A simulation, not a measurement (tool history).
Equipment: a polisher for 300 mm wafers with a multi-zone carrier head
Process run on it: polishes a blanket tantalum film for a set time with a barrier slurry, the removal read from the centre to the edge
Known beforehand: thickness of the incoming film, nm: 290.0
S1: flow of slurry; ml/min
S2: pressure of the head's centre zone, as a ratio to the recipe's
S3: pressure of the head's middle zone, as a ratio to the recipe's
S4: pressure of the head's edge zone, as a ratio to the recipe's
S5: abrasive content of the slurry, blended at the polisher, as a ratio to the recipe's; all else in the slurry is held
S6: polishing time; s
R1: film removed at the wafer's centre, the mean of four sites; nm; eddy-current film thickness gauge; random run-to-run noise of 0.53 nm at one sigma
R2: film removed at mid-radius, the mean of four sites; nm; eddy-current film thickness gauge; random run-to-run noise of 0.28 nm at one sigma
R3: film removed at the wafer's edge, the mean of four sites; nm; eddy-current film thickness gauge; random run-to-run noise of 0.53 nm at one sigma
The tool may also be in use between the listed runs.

run	hour	S1	S2	S3	S4	S5	S6	R1	R2	R3
1	0.0	300	1.00	1.00	1.00	1.00	33	54.509	54.273	55.045
2	5.8	300	1.00	1.00	1.00	1.10	33	58.121	54.951	58.306
3	9.0	295	1.00	0.98	1.01	1.05	33	55.492	53.731	57.113
4	10.8	295	0.97	0.98	1.01	1.05	33	54.934	54.037	56.955
5	18.2	295	0.94	0.98	1.01	1.05	33	54.006	54.156	57.990
6	24.7	295	0.94	0.98	1.01	0.85	33	50.257	51.504	53.943
7	27.2	295	0.94	0.97	1.01	0.80	33	49.064	49.850	54.384
8	31.8	295	0.94	0.97	1.01	0.80	33	49.393	49.537	53.722
9	34.5	295	0.94	0.96	1.00	0.75	33	49.768	48.278	52.175
10	40.2	295	0.93	0.95	1.00	0.70	33	46.666	46.912	51.874

Forecast run 11:
11	43.4	295	0.93	0.94	0.99	0.70	33	?	?	?

For run 11 the tool returned R1 48.444 nm, R2 46.543 nm, R3 51.573 nm.
